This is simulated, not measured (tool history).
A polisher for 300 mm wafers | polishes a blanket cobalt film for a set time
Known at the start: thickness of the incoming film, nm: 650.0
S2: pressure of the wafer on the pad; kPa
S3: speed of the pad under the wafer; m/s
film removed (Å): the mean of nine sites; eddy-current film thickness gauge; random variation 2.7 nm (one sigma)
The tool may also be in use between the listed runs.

{"run": 1, "hour": 0.0, "flow of slurry (ml/min)": 230, "S2": 15.2, "S3": 1.02, "polishing time (s)": 30, "film removed (Å)": 1939.6}
{"run": 2, "hour": 2.9, "flow of slurry (ml/min)": 230, "S2": 16.5, "S3": 1.02, "polishing time (s)": 30, "film removed (Å)": 2090.8}
{"run": 3, "hour": 11.3, "flow of slurry (ml/min)": 230, "S2": 17.9, "S3": 1.02, "polishing time (s)": 30, "film removed (Å)": 2266.4}
{"run": 4, "hour": 12.0, "flow of slurry (ml/min)": 230, "S2": 18.6, "S3": 1.02, "polishing time (s)": 30, "film removed (Å)": 2349.6}
{"run": 5, "hour": 14.0, "flow of slurry (ml/min)": 230, "S2": 18.6, "S3": 1.02, "polishing time (s)": 28, "film removed (Å)": 2198.9}
{"run": 6, "hour": 17.0, "flow of slurry (ml/min)": 230, "S2": 18.6, "S3": 0.9, "polishing time (s)": 28, "film removed (Å)": 1920.7}
{"run": 7, "hour": 22.1, "flow of slurry (ml/min)": 230, "S2": 20.0, "S3": 0.92, "polishing time (s)": 28, "film removed (Å)": 2111.9}
{"run": 8, "hour": 26.8, "flow of slurry (ml/min)": 235, "S2": 24.1, "S3": 0.94, "polishing time (s)": 28, "film removed (Å)": 2503.9}

Forecast run 9:
{"run": 9, "hour": 27.8, "flow of slurry (ml/min)": 235, "S2": 24.1, "S3": 0.96, "polishing time (s)": 28, "film removed (Å)": "?"}

{"run 9": {"film removed (Å)": 2564.9}}
